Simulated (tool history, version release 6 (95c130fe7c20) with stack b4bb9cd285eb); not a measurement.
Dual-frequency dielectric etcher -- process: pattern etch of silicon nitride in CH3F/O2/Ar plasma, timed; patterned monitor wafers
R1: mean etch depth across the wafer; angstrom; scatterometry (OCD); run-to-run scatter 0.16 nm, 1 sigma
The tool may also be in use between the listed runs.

{"run": 1, "day": 0.0, "source power (W)": 490, "bias power (W)": 81, "etch time (s)": 64.5, "R1": 544.08}
{"run": 2, "day": 0.258, "source power (W)": 520, "bias power (W)": 84, "etch time (s)": 64.5, "R1": 567.0}
{"run": 3, "day": 0.5, "source power (W)": 520, "bias power (W)": 84, "etch time (s)": 67.0, "R1": 590.7}
{"run": 4, "day": 0.704, "source power (W)": 520, "bias power (W)": 84, "etch time (s)": 64.5, "R1": 568.63}
{"run": 5, "day": 0.762, "source power (W)": 490, "bias power (W)": 84, "etch time (s)": 64.5, "R1": 549.27}
{"run": 6, "day": 0.875, "source power (W)": 520, "bias power (W)": 85, "etch time (s)": 64.5, "R1": 570.25}
{"run": 7, "day": 1.238, "source power (W)": 540, "bias power (W)": 86, "etch time (s)": 64.5, "R1": 582.82}

Run 8 is up next; what results do you expect?
{"run": 8, "day": 1.292, "source power (W)": 560, "bias power (W)": 87, "etch time (s)": 64.5, "R1": "?"}

R1: 598.34 angstrom
